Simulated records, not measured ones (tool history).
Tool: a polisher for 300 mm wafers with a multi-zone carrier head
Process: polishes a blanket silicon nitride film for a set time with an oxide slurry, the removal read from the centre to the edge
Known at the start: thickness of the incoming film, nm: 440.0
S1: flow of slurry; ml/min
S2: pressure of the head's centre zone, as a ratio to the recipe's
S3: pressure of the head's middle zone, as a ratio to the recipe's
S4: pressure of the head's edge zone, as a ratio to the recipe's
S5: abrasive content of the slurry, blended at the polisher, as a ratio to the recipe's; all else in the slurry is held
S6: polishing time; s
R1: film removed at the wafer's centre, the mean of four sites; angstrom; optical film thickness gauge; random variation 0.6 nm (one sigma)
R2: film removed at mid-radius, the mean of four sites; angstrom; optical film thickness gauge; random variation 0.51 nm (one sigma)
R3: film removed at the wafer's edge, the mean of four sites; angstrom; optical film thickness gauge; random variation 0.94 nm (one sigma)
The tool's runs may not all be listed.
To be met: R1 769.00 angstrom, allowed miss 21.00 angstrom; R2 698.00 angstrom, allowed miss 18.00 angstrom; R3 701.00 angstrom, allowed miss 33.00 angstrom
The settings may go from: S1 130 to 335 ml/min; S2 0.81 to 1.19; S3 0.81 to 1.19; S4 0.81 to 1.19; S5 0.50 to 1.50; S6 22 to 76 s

{"run": 1, "hour": 0.0, "S1": 215, "S2": 1.0, "S3": 1.0, "S4": 1.0, "S5": 1.0, "S6": 49, "R1": 563.94, "R2": 526.97, "R3": 553.59}
{"run": 2, "hour": 5.9, "S1": 215, "S2": 1.05, "S3": 1.0, "S4": 1.0, "S5": 1.0, "S6": 49, "R1": 582.18, "R2": 519.92, "R3": 546.95}
{"run": 3, "hour": 7.5, "S1": 215, "S2": 1.05, "S3": 0.94, "S4": 1.0, "S5": 1.0, "S6": 49, "R1": 576.14, "R2": 500.42, "R3": 531.5}
{"run": 4, "hour": 12.2, "S1": 215, "S2": 1.05, "S3": 0.94, "S4": 1.0, "S5": 1.0, "S6": 42, "R1": 503.88, "R2": 427.83, "R3": 463.76}
{"run": 5, "hour": 16.4, "S1": 215, "S2": 1.05, "S3": 0.9, "S4": 1.0, "S5": 1.0, "S6": 42, "R1": 498.12, "R2": 414.49, "R3": 465.53}
{"run": 6, "hour": 17.5, "S1": 175, "S2": 1.05, "S3": 0.9, "S4": 1.0, "S5": 1.0, "S6": 42, "R1": 492.64, "R2": 402.45, "R3": 457.37}
{"run": 7, "hour": 21.8, "S1": 190, "S2": 1.08, "S3": 0.97, "S4": 1.04, "S5": 1.15, "S6": 43, "R1": 556.37, "R2": 480.22, "R3": 515.5}
{"run": 8, "hour": 23.3, "S1": 195, "S2": 1.11, "S3": 1.0, "S4": 1.07, "S5": 1.25, "S6": 44, "R1": 619.4, "R2": 534.65, "R3": 546.3}
{"run": 9, "hour": 31.7, "S1": 230, "S2": 1.08, "S3": 1.02, "S4": 1.17, "S5": 1.5, "S6": 50, "R1": 742.22, "R2": 669.61, "R3": 745.0}

4 next moves are on the table. One of them brings every result within its allowed miss. Which?
{"run": "A", "hour": 40.1, "S1": 235, "S2": 1.1, "S3": 0.97, "S4": 1.19, "S5": 1.5, "S6": 54, "R1": "?", "R2": "?", "R3": "?"}
{"run": "B", "hour": 40.1, "S1": 170, "S2": 0.99, "S3": 1.06, "S4": 1.07, "S5": 1.5, "S6": 55, "R1": "?", "R2": "?", "R3": "?"}
{"run": "C", "hour": 40.1, "S1": 290, "S2": 1.11, "S3": 1.08, "S4": 1.1, "S5": 1.5, "S6": 48, "R1": "?", "R2": "?", "R3": "?"}
{"run": "D", "hour": 40.1, "S1": 140, "S2": 1.07, "S3": 0.98, "S4": 1.19, "S5": 1.45, "S6": 54, "R1": "?", "R2": "?", "R3": "?"}

move=A R1=840.99 R2=704.30 R3=791.88
move=B R1=742.10 R2=742.47 R3=739.87
move=C R1=772.95 R2=700.85 R3=686.13
move=D R1=746.35 R2=652.66 R3=741.22
A: brings the result that was furthest off to its target, and leaves another outside
B: takes the result that was furthest off past its target
C: meets every target
D: further off than the last run
Answer: C

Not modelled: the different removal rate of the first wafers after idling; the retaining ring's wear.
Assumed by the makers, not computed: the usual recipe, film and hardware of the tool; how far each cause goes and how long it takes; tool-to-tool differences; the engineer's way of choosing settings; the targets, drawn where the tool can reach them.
